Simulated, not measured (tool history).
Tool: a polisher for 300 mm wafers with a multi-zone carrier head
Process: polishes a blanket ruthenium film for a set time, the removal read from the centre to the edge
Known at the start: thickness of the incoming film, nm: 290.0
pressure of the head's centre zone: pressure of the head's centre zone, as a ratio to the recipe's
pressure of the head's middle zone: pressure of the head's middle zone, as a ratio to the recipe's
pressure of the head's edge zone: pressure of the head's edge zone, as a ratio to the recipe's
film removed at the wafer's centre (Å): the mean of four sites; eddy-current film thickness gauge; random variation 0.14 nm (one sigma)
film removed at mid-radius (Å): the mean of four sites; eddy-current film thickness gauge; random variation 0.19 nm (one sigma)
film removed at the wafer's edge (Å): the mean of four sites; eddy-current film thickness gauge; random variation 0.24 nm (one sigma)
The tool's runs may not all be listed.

| run | day | flow of slurry (ml/min) | pressure of the head's centre zone | pressure of the head's middle zone | pressure of the head's edge zone | polishing time (s) | film removed at the wafer's centre (Å) | film removed at mid-radius (Å) | film removed at the wafer's edge (Å) |
|---|---|---|---|---|---|---|---|---|---|
| 1 | 0 | 140 | 1 | 1 | 1 | 32 | 317.98 | 327.97 | 322.33 |
| 2 | 0.35 | 140 | 1 | 1 | 0.97 | 32 | 317.04 | 321.57 | 321.72 |
| 3 | 0.696 | 130 | 0.95 | 0.99 | 0.94 | 28 | 260.54 | 276.56 | 275.71 |
| 4 | 0.983 | 120 | 0.91 | 0.97 | 0.92 | 26 | 230.98 | 246.76 | 256.98 |
| 5 | 1.242 | 120 | 0.91 | 1.03 | 0.92 | 26 | 228.51 | 261.31 | 251.13 |
| 6 | 1.375 | 110 | 0.91 | 1.03 | 0.92 | 26 | 221.19 | 253.3 | 240.88 |

Forecast run 7:
| 7 | 1.538 | 100 | 0.89 | 1.01 | 0.91 | 25 | ? | ? | ? |

Run 7 gave film removed at the wafer's centre (Å) 206.27, film removed at mid-radius (Å) 238.42, film removed at the wafer's edge (Å) 238.08.
